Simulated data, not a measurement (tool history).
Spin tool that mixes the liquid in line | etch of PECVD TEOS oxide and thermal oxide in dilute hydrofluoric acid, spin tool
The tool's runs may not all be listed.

run  hour  temperature setpoint of the liquid (°C)  parts of water to one part of 49 % hydrofluoric acid (parts by volume)  time under the liquid (s)  thickness taken off the PECVD TEOS oxide on a monitor wafer (angstrom)  thickness taken off the thermal oxide on a monitor wafer (angstrom)
  1   0.0                                     21.0                                                                     200                        180                                                                  96.575                                                               36.342
  2   2.0                                     21.0                                                                     250                        180                                                                  74.940                                                               27.243
  3   9.3                                     21.0                                                                     250                        210                                                                  86.897                                                               31.887
  4  11.3                                     24.0                                                                     250                        210                                                                  96.463                                                               35.639
  5  15.6                                     25.5                                                                     245                        210                                                                 104.850                                                               38.959
  6  19.2                                     26.5                                                                     245                        210                                                                 108.380                                                               40.100
  7  27.1                                     26.5                                                                     245                        210                                                                 108.960                                                               40.360

The next listed run, before its measurement:
  8  36.0                                     27.0                                                                     245                        210                                                                       ?                                                                    ?

thickness taken off the PECVD TEOS oxide on a monitor wafer (angstrom): 109.060
thickness taken off the thermal oxide on a monitor wafer (angstrom): 40.949

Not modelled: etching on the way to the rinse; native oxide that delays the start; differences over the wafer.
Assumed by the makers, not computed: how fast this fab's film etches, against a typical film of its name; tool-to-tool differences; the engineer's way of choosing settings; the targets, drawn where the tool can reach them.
